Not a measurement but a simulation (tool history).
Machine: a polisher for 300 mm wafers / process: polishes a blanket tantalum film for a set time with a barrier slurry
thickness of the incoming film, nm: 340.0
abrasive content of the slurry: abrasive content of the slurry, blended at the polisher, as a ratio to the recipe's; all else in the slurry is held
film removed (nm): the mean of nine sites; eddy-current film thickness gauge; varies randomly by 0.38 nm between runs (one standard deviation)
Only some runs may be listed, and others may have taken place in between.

run	day	flow of slurry (ml/min)	pressure of the wafer on the pad (kPa)	speed of the pad under the wafer (m/s)	abrasive content of the slurry	polishing time (s)	film removed (nm)
1	0.000	250	11.7	0.80	1.00	34	33.825
2	0.300	250	10.3	0.80	1.00	34	29.707
3	0.417	285	10.3	0.80	1.00	34	30.174
4	0.662	290	11.7	0.80	1.00	34	33.914
5	1.025	290	11.7	0.80	0.85	34	33.381
6	1.383	290	11.7	0.80	0.85	34	33.332
7	1.429	290	13.1	0.80	0.85	34	37.002
8	1.533	290	14.5	0.80	0.85	34	40.872

Estimate the outcome of run 9 from the log above:
9	1.600	290	15.2	0.80	0.85	34	?

film removed (nm): 42.796

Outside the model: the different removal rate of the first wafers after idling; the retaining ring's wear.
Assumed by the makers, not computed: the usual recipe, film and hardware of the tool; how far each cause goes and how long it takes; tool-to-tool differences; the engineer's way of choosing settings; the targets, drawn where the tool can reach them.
